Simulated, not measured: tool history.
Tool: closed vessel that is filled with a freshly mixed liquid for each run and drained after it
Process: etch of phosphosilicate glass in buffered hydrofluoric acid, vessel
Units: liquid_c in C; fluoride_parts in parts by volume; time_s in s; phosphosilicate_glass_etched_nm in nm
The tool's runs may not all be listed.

run	hour	liquid_c	fluoride_parts	time_s	phosphosilicate_glass_etched_nm
1	0	24	22.5	90	396.3
2	3.9	25.5	22.5	90	430.28
3	8.8	25.5	22.5	95	457.81
4	12	27	22.5	95	492.95
5	18	27	28.5	95	419.71
6	20.8	27	28.5	95	420.67

Forecast run 7:
7	22.5	27	28.5	95	?

phosphosilicate_glass_etched_nm: 418.05 nm

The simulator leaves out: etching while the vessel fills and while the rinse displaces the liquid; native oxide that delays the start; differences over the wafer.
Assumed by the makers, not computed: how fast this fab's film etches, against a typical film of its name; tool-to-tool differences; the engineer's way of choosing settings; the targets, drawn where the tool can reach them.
